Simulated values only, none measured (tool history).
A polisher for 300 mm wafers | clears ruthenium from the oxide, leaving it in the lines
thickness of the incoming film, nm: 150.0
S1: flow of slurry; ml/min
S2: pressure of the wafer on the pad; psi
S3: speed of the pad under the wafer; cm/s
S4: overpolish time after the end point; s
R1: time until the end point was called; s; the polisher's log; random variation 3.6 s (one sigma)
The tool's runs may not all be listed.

run  hour   S1   S2   S3  S4       R1
  1   0.0  305  2.4  102  41   93.037
  2   3.8  245  2.4  102  41   93.916
  3   4.5  245  2.1  102  41  106.480
  4  12.8  290  2.1  102  41  104.500
  5  21.1  245  2.1  102  41  108.140
  6  23.6  245  2.1  102  44  108.590
  7  28.7  245  2.0  100  44  116.920
  8  30.7  245  2.0  100  44  111.810
  9  32.7  245  1.9   98  44  120.850
 10  37.7  245  1.8   96  44  130.710
     40.1  -- head pressure recalibrated
 11  40.1  245  1.7   96  44  147.730

Forecast run 12:
 12  45.9  245  1.5  96  44   ?

R1: 167.270 s

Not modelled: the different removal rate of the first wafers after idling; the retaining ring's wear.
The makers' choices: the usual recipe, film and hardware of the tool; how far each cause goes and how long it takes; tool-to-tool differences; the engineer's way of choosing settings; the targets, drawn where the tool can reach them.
